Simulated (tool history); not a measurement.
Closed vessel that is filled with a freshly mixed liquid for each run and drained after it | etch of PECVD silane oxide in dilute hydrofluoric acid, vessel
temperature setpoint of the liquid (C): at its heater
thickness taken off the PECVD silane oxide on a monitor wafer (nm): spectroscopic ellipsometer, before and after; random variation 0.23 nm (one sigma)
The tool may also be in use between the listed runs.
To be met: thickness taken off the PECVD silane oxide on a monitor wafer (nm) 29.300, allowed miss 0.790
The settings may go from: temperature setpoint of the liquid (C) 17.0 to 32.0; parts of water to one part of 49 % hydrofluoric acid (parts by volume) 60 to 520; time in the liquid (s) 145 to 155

run	day	temperature setpoint of the liquid (C)	parts of water to one part of 49 % hydrofluoric acid (parts by volume)	time in the liquid (s)	thickness taken off the PECVD silane oxide on a monitor wafer (nm)
1	0.000	24.0	290	145	12.328
2	0.133	24.0	290	145	12.274
3	0.417	24.0	290	155	13.195
4	0.467	27.5	290	155	14.661
5	0.612	28.0	270	155	16.589
6	0.717	28.0	335	155	12.501
7	1.071	28.5	310	155	13.984
8	1.262	29.0	285	155	15.884
9	1.388	29.5	265	155	17.818
10	1.750	32.0	155	155	37.343
# day 1.875: hydrofluoric acid flow meter replaced
11	1.875	31.0	155	155	32.301
12	2.062	30.5	155	155	31.971
13	2.108	30.0	155	155	31.504
14	2.238	29.0	155	155	30.238

4 next moves are on the table. One of them brings every result within its allowed miss. Which?
A	2.367	28.0	155	155	?
B	2.367	29.0	145	150	?
C	2.367	31.0	155	150	?
D	2.367	31.0	155	155	?

move	thickness taken off the PECVD silane oxide on a monitor wafer (nm)
A	28.817
B	31.313
C	31.067
D	32.102
A: meets every target
B: further off than the last run
C: further off than the last run
D: further off than the last run
Answer: A
